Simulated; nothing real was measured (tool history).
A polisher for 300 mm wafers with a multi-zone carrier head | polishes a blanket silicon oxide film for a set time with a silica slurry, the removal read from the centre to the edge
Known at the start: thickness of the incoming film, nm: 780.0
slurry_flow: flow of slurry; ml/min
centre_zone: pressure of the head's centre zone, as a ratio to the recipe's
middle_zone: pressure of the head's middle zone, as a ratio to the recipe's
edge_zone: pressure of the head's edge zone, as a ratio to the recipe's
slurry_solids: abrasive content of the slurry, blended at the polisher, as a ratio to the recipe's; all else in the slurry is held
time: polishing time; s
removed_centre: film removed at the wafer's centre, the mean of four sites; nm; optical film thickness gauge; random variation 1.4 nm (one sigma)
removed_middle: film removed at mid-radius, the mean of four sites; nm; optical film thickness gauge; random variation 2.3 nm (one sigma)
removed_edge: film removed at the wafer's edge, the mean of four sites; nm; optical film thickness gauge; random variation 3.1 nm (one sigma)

Run 1, hour 0: slurry_flow 130 ml/min, centre_zone 1, middle_zone 1, edge_zone 1, slurry_solids 1, time 63 s. Result: removed_centre 223.46 nm, removed_middle 224.3 nm, removed_edge 219.12 nm.
Run 2, hour 8.6: slurry_flow 125 ml/min, centre_zone 0.98, middle_zone 1, edge_zone 1, slurry_solids 1, time 63 s. Result: removed_centre 214.27 nm, removed_middle 215.36 nm, removed_edge 218 nm.
Run 3, hour 11.2: slurry_flow 125 ml/min, centre_zone 0.98, middle_zone 1, edge_zone 1, slurry_solids 1, time 71 s. Result: removed_centre 244.47 nm, removed_middle 248.93 nm, removed_edge 251.13 nm.
Run 4, hour 14: slurry_flow 125 ml/min, centre_zone 0.98, middle_zone 1, edge_zone 1, slurry_solids 1, time 76 s. Result: removed_centre 262.56 nm, removed_middle 262.3 nm, removed_edge 264.5 nm.
Run 5, hour 22.5: slurry_flow 125 ml/min, centre_zone 0.98, middle_zone 0.92, edge_zone 1, slurry_solids 1, time 76 s. Result: removed_centre 258.44 nm, removed_middle 243.99 nm, removed_edge 262.53 nm.
Run 6, hour 28.1: slurry_flow 120 ml/min, centre_zone 0.96, middle_zone 0.93, edge_zone 0.98, slurry_solids 0.95, time 76 s. Result: removed_centre 246.48 nm, removed_middle 238.86 nm, removed_edge 258.08 nm.
Run 7, hour 34.7: slurry_flow 120 ml/min, centre_zone 0.95, middle_zone 0.95, edge_zone 0.97, slurry_solids 0.9, time 75 s. Result: removed_centre 237.24 nm, removed_middle 237.94 nm, removed_edge 244.96 nm.
Run 8, hour 37.7: slurry_flow 85 ml/min, centre_zone 0.85, middle_zone 0.96, edge_zone 0.93, slurry_solids 0.65, time 74 s. Result: removed_centre 167.29 nm, removed_middle 186.65 nm, removed_edge 192.9 nm.
Run 9, hour 42.9: slurry_flow 90 ml/min, centre_zone 0.85, middle_zone 0.97, edge_zone 0.93, slurry_solids 0.65, time 74 s. Result: removed_centre 166.38 nm, removed_middle 196.51 nm, removed_edge 194.82 nm.

The next listed run, before its measurement:
Run 10, hour 48.7: slurry_flow 95 ml/min, centre_zone 0.85, middle_zone 0.97, edge_zone 0.93, slurry_solids 0.65, time 74 s. Result: removed_centre ?, removed_middle ?, removed_edge ?.

removed_centre: 170.38 nm
removed_middle: 191.04 nm
removed_edge: 202.63 nm

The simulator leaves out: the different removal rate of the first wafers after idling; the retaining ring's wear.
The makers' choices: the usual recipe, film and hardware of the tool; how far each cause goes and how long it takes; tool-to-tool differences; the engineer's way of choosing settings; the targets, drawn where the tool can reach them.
